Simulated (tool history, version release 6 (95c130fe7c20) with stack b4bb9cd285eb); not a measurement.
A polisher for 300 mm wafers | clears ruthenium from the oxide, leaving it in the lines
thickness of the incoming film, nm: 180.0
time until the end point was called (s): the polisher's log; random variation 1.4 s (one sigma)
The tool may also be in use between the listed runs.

run,hour,flow of slurry (ml/min),pressure of the wafer on the pad (kPa),speed of the pad under the wafer (cm/s),overpolish time after the end point (s),time until the end point was called (s)
1,0,250,19.3,106,7,113.22
2,6.8,220,19.3,106,7,118.94
3,13.2,240,20,106,7,114.22
4,15.2,240,15.9,106,7,136.1
5,23.6,175,15.9,106,7,138.78
6,25,175,17.9,108,7,125.97

The next listed run, before its measurement:
7,31.7,175,20,110,7,?

{"run 7": {"time until the end point was called (s)": 114.28}}
